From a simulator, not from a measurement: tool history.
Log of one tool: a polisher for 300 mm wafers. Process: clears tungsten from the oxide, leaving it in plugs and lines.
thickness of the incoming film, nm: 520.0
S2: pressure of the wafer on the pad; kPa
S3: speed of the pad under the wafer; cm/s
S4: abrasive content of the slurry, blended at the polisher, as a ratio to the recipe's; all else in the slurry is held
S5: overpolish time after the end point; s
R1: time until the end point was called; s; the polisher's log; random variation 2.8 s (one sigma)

{"run": 1, "hour": 0.0, "flow of slurry (ml/min)": 240, "S2": 33.1, "S3": 86, "S4": 1, "S5": 6, "R1": 108.31}
{"run": 2, "hour": 0.9, "flow of slurry (ml/min)": 240, "S2": 33.1, "S3": 86, "S4": 0.9, "S5": 6, "R1": 108.22}
{"run": 3, "hour": 7.0, "flow of slurry (ml/min)": 220, "S2": 33.1, "S3": 86, "S4": 0.9, "S5": 6, "R1": 107.09}
{"run": 4, "hour": 14.1, "flow of slurry (ml/min)": 220, "S2": 26.9, "S3": 82, "S4": 0.9, "S5": 6, "R1": 138.9}
{"run": 5, "hour": 18.2, "flow of slurry (ml/min)": 220, "S2": 22.8, "S3": 80, "S4": 0.9, "S5": 6, "R1": 168.23}
{"run": 6, "hour": 27.1, "flow of slurry (ml/min)": 190, "S2": 22.8, "S3": 80, "S4": 0.9, "S5": 6, "R1": 171.46}
{"run": 7, "hour": 30.9, "flow of slurry (ml/min)": 190, "S2": 20.7, "S3": 80, "S4": 0.9, "S5": 6, "R1": 189.58}
{"run": 8, "hour": 37.8, "flow of slurry (ml/min)": 185, "S2": 20, "S3": 80, "S4": 0.9, "S5": 6, "R1": 190.98}

Run 9 comes next. What will it give?
{"run": 9, "hour": 40.1, "flow of slurry (ml/min)": 185, "S2": 19.3, "S3": 80, "S4": 0.9, "S5": 6, "R1": "?"}

Run 9 gave R1 193.68 s.
